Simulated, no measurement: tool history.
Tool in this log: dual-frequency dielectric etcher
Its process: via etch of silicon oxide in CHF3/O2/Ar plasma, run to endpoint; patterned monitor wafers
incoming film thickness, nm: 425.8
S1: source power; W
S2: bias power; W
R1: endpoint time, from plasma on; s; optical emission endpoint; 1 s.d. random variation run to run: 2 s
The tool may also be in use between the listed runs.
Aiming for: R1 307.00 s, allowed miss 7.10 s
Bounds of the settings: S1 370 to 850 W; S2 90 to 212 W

run	hour	S1	S2	R1
1	0.0	610	151	218.63
2	8.8	610	136	228.52
3	9.9	570	128	240.84
4	17.9	650	128	222.68
5	18.9	650	137	218.66
6	20.0	600	130	230.05
7	22.1	480	100	285.87
8	24.6	470	100	289.43
9	31.2	460	100	289.55
10	35.0	450	100	292.28
11	40.2	440	100	299.56

Exercise: of the 4 proposed moves below, exactly one satisfies all targets within the stated allowed misses. Which move is it?
A	45.4	420	101	?
B	45.4	450	106	?
C	45.4	380	111	?
D	45.4	400	136	?

move	R1
A	308.50
B	291.38
C	320.32
D	290.81
A: each result inside its tolerance
B: the biggest miss grows against the last run
C: moves the result that the last run missed by most past its target, out the other side
D: the biggest miss grows against the last run
The right move is A.

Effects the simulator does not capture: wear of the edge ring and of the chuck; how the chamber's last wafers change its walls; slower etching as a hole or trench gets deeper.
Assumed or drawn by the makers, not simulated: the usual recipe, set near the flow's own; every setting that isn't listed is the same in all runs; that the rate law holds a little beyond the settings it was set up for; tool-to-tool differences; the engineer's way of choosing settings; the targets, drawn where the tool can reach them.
